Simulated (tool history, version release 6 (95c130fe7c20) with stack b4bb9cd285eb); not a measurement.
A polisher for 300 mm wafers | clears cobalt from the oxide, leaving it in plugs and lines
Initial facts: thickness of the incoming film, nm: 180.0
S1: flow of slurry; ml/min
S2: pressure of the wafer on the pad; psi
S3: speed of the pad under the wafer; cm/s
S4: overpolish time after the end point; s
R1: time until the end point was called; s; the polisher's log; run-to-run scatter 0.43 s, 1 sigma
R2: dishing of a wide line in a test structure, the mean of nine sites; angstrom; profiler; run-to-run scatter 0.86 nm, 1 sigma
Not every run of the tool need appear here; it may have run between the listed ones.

run,hour,S1,S2,S3,S4,R1,R2
1,0,235,1.6,98,15,40.809,403.17
2,5.1,235,1.8,98,15,37.423,430.28
3,6.2,235,1.8,98,19,38.193,478.48
4,7.9,235,1.9,98,18,37.162,471.55
5,11.1,235,2.1,100,17,32.911,482.29
6,13.1,235,1.9,100,17,36.27,472.46
7,21.1,235,2.1,100,16,32.515,479.78

Run 8 has not been measured yet. What should we expect?
8,25.5,235,2.5,102,14,?,?

Run 8 yielded R1 28.591 s, R2 483.51 angstrom.
